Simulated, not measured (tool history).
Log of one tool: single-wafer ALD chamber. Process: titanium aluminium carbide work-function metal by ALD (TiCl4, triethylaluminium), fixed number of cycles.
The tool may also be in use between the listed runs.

run  hour  heater temperature setpoint (°C)  triethylaluminium pulse time (s)  mean film thickness on the monitor wafer (Å)
  1   0.0                               295                              9.61                                        20.085
  2   8.4                               299                              9.85                                        20.594
  3   9.2                               299                              7.60                                        19.315
  4  14.9                               303                              7.60                                        19.817
  5  17.0                               303                              5.16                                        16.122
  6  22.9                               307                              6.06                                        18.272
  7  25.3                               310                              6.44                                        19.119
  8  29.0                               312                              6.72                                        19.764
  9  32.2                               314                              6.91                                        20.177
 10  34.1                               315                              7.10                                        20.462
 11  39.3                               315                              7.10                                        20.401
 12  47.5                               316                              7.29                                        20.713

The next listed run, before its measurement:
 13  54.9                               317                              7.44                                             ?

Run 13 gave mean film thickness on the monitor wafer (Å) 20.972.

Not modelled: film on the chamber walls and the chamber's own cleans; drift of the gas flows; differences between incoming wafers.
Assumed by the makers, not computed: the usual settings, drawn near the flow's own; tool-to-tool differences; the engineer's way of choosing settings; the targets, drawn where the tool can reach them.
